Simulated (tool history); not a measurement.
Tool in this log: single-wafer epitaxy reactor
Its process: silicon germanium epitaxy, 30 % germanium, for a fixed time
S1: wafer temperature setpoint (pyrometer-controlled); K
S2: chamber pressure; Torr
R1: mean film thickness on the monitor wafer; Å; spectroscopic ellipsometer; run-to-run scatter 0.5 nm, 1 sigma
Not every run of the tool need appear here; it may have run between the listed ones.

Run 1, day 0.000: S1 893.15 K, S2 18.5 Torr. Result: R1 893.84 Å.
Run 2, day 0.096: S1 883.15 K, S2 18.5 Torr. Result: R1 745.56 Å.
Run 3, day 0.375: S1 878.15 K, S2 18.5 Torr. Result: R1 681.67 Å.
Run 4, day 0.517: S1 881.15 K, S2 18.6 Torr. Result: R1 724.14 Å.
Run 5, day 0.608: S1 881.15 K, S2 15.9 Torr. Result: R1 676.19 Å.
Run 6, day 0.688: S1 884.15 K, S2 16.0 Torr. Result: R1 717.25 Å.
Run 7, day 0.979: S1 887.15 K, S2 16.1 Torr. Result: R1 770.39 Å.

Run 8 is up next; what results do you expect?
Run 8, day 1.175: S1 889.15 K, S2 16.2 Torr. Result: R1 ?.

Run 8 came out at R1 786.45 Å.
